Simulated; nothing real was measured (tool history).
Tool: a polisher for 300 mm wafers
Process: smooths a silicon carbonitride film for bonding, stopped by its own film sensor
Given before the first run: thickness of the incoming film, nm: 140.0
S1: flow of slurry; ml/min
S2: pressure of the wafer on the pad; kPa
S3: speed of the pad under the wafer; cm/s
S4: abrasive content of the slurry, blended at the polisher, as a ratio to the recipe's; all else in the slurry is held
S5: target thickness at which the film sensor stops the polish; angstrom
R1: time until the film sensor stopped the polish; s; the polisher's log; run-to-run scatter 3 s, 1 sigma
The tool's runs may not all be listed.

Run 1, day 0.000: S1 215 ml/min, S2 17.2 kPa, S3 82 cm/s, S4 1.00, S5 1020 angstrom. Result: R1 112.58 s.
Run 2, day 0.342: S1 215 ml/min, S2 18.6 kPa, S3 82 cm/s, S4 1.00, S5 1020 angstrom. Result: R1 108.70 s.
Run 3, day 0.633: S1 215 ml/min, S2 16.5 kPa, S3 78 cm/s, S4 1.00, S5 1020 angstrom. Result: R1 122.38 s.
Run 4, day 0.879: S1 215 ml/min, S2 16.5 kPa, S3 94 cm/s, S4 1.00, S5 1020 angstrom. Result: R1 104.77 s.
Run 5, day 1.242: S1 245 ml/min, S2 16.5 kPa, S3 94 cm/s, S4 1.00, S5 1020 angstrom. Result: R1 102.21 s.
Run 6, day 1.292: S1 245 ml/min, S2 16.5 kPa, S3 94 cm/s, S4 0.85, S5 1020 angstrom. Result: R1 110.07 s.
Run 7, day 1.492: S1 245 ml/min, S2 15.2 kPa, S3 90 cm/s, S4 0.85, S5 1020 angstrom. Result: R1 121.39 s.

Run 8 is up next; what results do you expect?
Run 8, day 1.721: S1 245 ml/min, S2 13.8 kPa, S3 86 cm/s, S4 0.85, S5 1020 angstrom. Result: R1 ?.

R1: 130.35 s
